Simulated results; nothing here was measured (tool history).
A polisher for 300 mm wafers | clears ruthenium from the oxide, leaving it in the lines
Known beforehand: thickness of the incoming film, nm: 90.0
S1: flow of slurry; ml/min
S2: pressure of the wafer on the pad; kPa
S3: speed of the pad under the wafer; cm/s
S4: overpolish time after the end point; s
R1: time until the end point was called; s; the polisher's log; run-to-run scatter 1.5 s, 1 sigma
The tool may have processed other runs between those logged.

run 1 hour=0.0 | S1=165 S2=14.5 S3=84 S4=16 | R1=79.791
run 2 hour=8.5 | S1=160 S2=11.7 S3=80 S4=16 | R1=94.561
run 3 hour=15.1 | S1=160 S2=10.3 S3=80 S4=16 | R1=101.970
run 4 hour=23.3 | S1=155 S2=9.0 S3=72 S4=16 | R1=124.230
run 5 hour=25.1 | S1=155 S2=9.0 S3=72 S4=17 | R1=124.050
run 6 hour=34.0 | S1=155 S2=7.6 S3=72 S4=17 | R1=135.230
run 7 hour=34.8 | S1=150 S2=7.6 S3=68 S4=17 | R1=144.930
run 8 hour=39.8 | S1=140 S2=7.6 S3=68 S4=17 | R1=144.320

Estimate the outcome of run 9 from the log above:
run 9 hour=40.7 | S1=135 S2=7.6 S3=66 S4=17 | R1=?

Run 9 produced R1 153.010 s.

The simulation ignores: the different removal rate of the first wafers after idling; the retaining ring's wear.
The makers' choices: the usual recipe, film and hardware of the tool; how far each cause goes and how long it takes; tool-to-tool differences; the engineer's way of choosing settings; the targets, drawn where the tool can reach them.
